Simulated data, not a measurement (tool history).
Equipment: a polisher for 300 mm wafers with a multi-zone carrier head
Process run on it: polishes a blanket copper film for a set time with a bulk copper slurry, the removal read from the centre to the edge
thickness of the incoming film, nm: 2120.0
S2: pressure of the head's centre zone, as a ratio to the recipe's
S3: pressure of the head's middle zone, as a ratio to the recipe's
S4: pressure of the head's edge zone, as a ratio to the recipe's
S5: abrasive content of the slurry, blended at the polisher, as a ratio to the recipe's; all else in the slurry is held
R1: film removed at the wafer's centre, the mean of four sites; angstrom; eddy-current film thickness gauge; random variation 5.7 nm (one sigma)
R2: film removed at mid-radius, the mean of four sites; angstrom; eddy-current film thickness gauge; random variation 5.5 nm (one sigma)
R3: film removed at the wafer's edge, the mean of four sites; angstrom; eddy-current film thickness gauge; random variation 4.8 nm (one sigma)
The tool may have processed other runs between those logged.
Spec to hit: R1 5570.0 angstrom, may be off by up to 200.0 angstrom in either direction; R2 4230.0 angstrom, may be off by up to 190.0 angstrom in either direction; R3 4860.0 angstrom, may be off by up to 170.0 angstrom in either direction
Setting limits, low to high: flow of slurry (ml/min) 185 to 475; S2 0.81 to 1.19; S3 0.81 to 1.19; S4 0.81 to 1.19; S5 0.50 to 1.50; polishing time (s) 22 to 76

Run 1, day 0.000: flow of slurry (ml/min) 305, S2 1.00, S3 1.00, S4 1.00, S5 1.00, polishing time (s) 49. Result: R1 4533.5 angstrom, R2 4410.4 angstrom, R3 4487.9 angstrom.
Run 2, day 0.283: flow of slurry (ml/min) 305, S2 0.96, S3 1.00, S4 1.00, S5 1.00, polishing time (s) 49. Result: R1 4362.4 angstrom, R2 4453.4 angstrom, R3 4463.5 angstrom.
Run 3, day 0.633: flow of slurry (ml/min) 305, S2 0.96, S3 1.00, S4 1.00, S5 1.00, polishing time (s) 42. Result: R1 3779.3 angstrom, R2 3665.6 angstrom, R3 3789.8 angstrom.
Run 4, day 0.929: flow of slurry (ml/min) 315, S2 1.03, S3 0.99, S4 1.03, S5 1.15, polishing time (s) 43. Result: R1 4211.0 angstrom, R2 4029.9 angstrom, R3 4088.5 angstrom.
Run 5, day 1.046: flow of slurry (ml/min) 270, S2 1.03, S3 0.99, S4 1.03, S5 1.15, polishing time (s) 43. Result: R1 4145.6 angstrom, R2 3922.8 angstrom, R3 4027.8 angstrom.
Run 6, day 1.296: flow of slurry (ml/min) 270, S2 1.03, S3 0.99, S4 0.94, S5 1.15, polishing time (s) 43. Result: R1 4195.5 angstrom, R2 3987.7 angstrom, R3 3909.8 angstrom.
Run 7, day 1.454: flow of slurry (ml/min) 280, S2 1.08, S3 0.93, S4 0.98, S5 1.25, polishing time (s) 44. Result: R1 4561.4 angstrom, R2 3878.9 angstrom, R3 4085.9 angstrom.
Run 8, day 1.646: flow of slurry (ml/min) 285, S2 1.11, S3 0.91, S4 1.02, S5 1.35, polishing time (s) 45. Result: R1 4855.6 angstrom, R2 3913.6 angstrom, R3 4412.7 angstrom.

Consider the 4 candidate settings below. Which is the only one whose results all fall within their allowed miss of target?
Run A, day 1.838: flow of slurry (ml/min) 190, S2 1.16, S3 1.00, S4 1.02, S5 1.50, polishing time (s) 51. Result: R1 ?, R2 ?, R3 ?.
Run B, day 1.838: flow of slurry (ml/min) 295, S2 1.10, S3 0.85, S4 1.05, S5 1.30, polishing time (s) 46. Result: R1 ?, R2 ?, R3 ?.
Run C, day 1.838: flow of slurry (ml/min) 315, S2 1.02, S3 0.83, S4 1.14, S5 1.35, polishing time (s) 52. Result: R1 ?, R2 ?, R3 ?.
Run D, day 1.838: flow of slurry (ml/min) 305, S2 1.16, S3 0.89, S4 1.05, S5 1.35, polishing time (s) 49. Result: R1 ?, R2 ?, R3 ?.

move      R1      R2      R3
   A  5720.0  4843.8  4805.2
   B  5069.9  3933.4  4468.8
   C  5396.7  4429.2  5340.1
   D  5769.9  4403.3  4811.4
A: brings the last run's worst result on target, with another outside its allowed miss
B: closes in on the targets versus the last run, not all within tolerance yet
C: brings the last run's worst result on target, with another outside its allowed miss
D: every result within its allowed miss
Answer: D
